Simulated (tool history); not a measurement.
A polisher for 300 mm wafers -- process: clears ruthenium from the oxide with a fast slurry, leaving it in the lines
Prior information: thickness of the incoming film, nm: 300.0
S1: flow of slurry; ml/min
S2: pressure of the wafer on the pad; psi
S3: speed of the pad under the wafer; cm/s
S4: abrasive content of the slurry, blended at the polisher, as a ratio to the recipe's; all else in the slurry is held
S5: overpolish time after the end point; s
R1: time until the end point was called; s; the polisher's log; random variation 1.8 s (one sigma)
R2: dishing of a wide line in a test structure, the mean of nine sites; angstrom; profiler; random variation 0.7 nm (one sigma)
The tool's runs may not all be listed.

| run | hour | S1 | S2 | S3 | S4 | S5 | R1 | R2 |
|---|---|---|---|---|---|---|---|---|
| 1 | 0 | 215 | 2.2 | 130 | 1 | 11 | 74.03 | 431.03 |
| 2 | 3.9 | 215 | 2.2 | 130 | 0.95 | 11 | 78.325 | 411.55 |
| 3 | 11 | 215 | 2.2 | 130 | 1.15 | 11 | 66.748 | 443.49 |
| 4 | 19.9 | 215 | 2.5 | 130 | 1.15 | 11 | 62.886 | 499.24 |
| 5 | 24.4 | 215 | 2.5 | 130 | 0.95 | 11 | 67.295 | 452.26 |
| 6 | 31.6 | 215 | 2.2 | 130 | 0.95 | 12 | 77.495 | 450.29 |
| 7 | 36.3 | 215 | 2 | 130 | 0.95 | 13 | 84.708 | 435.12 |

What does the tool deliver on the next run?
| 8 | 44.7 | 215 | 1.9 | 130 | 0.95 | 14 | ? | ? |

R1: 88.26 s
R2: 442.44 angstrom
